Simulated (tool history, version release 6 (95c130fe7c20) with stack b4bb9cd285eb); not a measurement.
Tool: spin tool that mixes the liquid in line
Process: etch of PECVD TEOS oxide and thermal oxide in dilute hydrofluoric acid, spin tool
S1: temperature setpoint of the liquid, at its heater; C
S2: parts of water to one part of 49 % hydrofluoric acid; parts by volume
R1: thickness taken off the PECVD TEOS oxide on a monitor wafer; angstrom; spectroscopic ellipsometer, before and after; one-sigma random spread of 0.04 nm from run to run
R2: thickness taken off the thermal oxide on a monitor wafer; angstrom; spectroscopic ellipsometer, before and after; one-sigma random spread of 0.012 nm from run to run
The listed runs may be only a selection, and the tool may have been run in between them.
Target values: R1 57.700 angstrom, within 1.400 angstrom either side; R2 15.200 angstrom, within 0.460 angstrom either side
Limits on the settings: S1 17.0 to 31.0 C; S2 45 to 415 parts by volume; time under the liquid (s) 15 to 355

Run 1, day 0.000: S1 23.0 C, S2 230 parts by volume, time under the liquid (s) 180. Result: R1 109.650 angstrom, R2 29.288 angstrom.
Run 2, day 0.204: S1 21.5 C, S2 255 parts by volume, time under the liquid (s) 180. Result: R1 90.625 angstrom, R2 23.834 angstrom.
Run 3, day 0.246: S1 21.5 C, S2 210 parts by volume, time under the liquid (s) 180. Result: R1 115.250 angstrom, R2 30.366 angstrom.
Run 4, day 0.554: S1 21.5 C, S2 270 parts by volume, time under the liquid (s) 180. Result: R1 85.077 angstrom, R2 22.335 angstrom.
Run 5, day 0.875: S1 21.5 C, S2 320 parts by volume, time under the liquid (s) 180. Result: R1 67.892 angstrom, R2 18.364 angstrom.
Run 6, day 1.192: S1 20.5 C, S2 320 parts by volume, time under the liquid (s) 180. Result: R1 65.894 angstrom, R2 17.382 angstrom.
Run 7, day 1.308: S1 20.0 C, S2 325 parts by volume, time under the liquid (s) 180. Result: R1 63.859 angstrom, R2 16.858 angstrom.
Run 8, day 1.525: S1 19.5 C, S2 330 parts by volume, time under the liquid (s) 180. Result: R1 60.872 angstrom, R2 16.090 angstrom.
Run 9, day 1.738: S1 19.0 C, S2 330 parts by volume, time under the liquid (s) 180. Result: R1 61.004 angstrom, R2 15.879 angstrom.

Which single option among these 5 for the next run brings every result within its allowed miss of target? Just one does.
Run A, day 1.950: S1 17.0 C, S2 295 parts by volume, time under the liquid (s) 175. Result: R1 ?, R2 ?.
Run B, day 1.950: S1 17.0 C, S2 345 parts by volume, time under the liquid (s) 185. Result: R1 ?, R2 ?.
Run C, day 1.950: S1 17.0 C, S2 355 parts by volume, time under the liquid (s) 205. Result: R1 ?, R2 ?.
Run D, day 1.950: S1 22.0 C, S2 260 parts by volume, time under the liquid (s) 120. Result: R1 ?, R2 ?.
Run E, day 1.950: S1 25.0 C, S2 415 parts by volume, time under the liquid (s) 180. Result: R1 ?, R2 ?.

move      R1      R2
   A  61.975  16.375
   B  53.765  14.206
   C  57.436  15.176
   D  59.932  15.835
   E  54.013  14.271
A: lands further from the targets than the last run did
B: the result that was furthest off in the last run now lies on the other side of its target
C: in spec on every target
D: closer than the last run, but not yet in spec
E: the result that was furthest off in the last run now lies on the other side of its target
So the answer is move C, the one that meets all the targets.

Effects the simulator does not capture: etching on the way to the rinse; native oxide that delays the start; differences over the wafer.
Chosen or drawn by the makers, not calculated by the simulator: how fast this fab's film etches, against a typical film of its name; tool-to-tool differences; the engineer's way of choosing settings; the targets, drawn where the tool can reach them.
